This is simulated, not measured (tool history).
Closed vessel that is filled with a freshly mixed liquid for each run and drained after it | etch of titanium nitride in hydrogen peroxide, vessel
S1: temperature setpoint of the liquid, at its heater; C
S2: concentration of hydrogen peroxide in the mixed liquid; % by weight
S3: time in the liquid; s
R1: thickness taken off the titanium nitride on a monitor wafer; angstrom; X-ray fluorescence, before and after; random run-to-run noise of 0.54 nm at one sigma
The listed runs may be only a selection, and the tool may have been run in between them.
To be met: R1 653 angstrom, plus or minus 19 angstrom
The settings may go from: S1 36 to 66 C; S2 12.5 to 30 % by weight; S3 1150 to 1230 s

run  hour    S1    S2    S3      R1
  1     0    52  24.5  1150  326.19
  2     4    53  24.5  1150  353.23
  3   6.2    54  24.5  1150  377.32
  4  15.4    54    22  1150  375.55
  5  24.5    54    20  1150  362.01
  6  32.7    55    20  1150  392.59
  7    34    56    20  1150  418.68
  8  42.4  63.5  20.5  1150  709.15
  9  51.3  63.5  20.5  1150  695.48
 10  60.5    63  20.5  1150  688.79

Which single option among these 4 for the next run brings every result within its allowed miss of target? Just one does.
  A  69.7  63.5  26.5  1165   ?
  B  69.7    61    25  1150   ?
  C  69.7    64    18  1150   ?
  D  69.7    61    23  1230   ?

move      R1
   A  762.87
   B  628.81
   C  716.47
   D  660.54
A: further off than the last run
B: takes the biggest miss from the last run beyond its target
C: further off than the last run
D: meets every target
Move D is the one to make.

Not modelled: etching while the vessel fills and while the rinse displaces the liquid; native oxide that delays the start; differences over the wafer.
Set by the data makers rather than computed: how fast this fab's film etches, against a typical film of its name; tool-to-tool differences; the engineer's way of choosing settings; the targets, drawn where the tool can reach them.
